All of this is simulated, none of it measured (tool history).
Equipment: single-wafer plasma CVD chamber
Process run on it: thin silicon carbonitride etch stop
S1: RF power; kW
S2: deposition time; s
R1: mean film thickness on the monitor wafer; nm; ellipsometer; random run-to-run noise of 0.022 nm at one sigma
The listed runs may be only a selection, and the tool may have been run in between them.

Run 1, hour 0: S1 0.2 kW, S2 24.9 s. Result: R1 13.281 nm.
Run 2, hour 4.4: S1 0.22 kW, S2 24.9 s. Result: R1 13.783 nm.
Run 3, hour 10.7: S1 0.22 kW, S2 23.6 s. Result: R1 13.054 nm.
Run 4, hour 14: S1 0.22 kW, S2 25.1 s. Result: R1 13.838 nm.
Run 5, hour 20.5: S1 0.195 kW, S2 23.8 s. Result: R1 12.592 nm.
Run 6, hour 25.1: S1 0.195 kW, S2 26.6 s. Result: R1 14.03 nm.

The next listed run, before its measurement:
Run 7, hour 27.3: S1 0.175 kW, S2 25 s. Result: R1 ?.

{"run 7": {"R1": 12.611}}
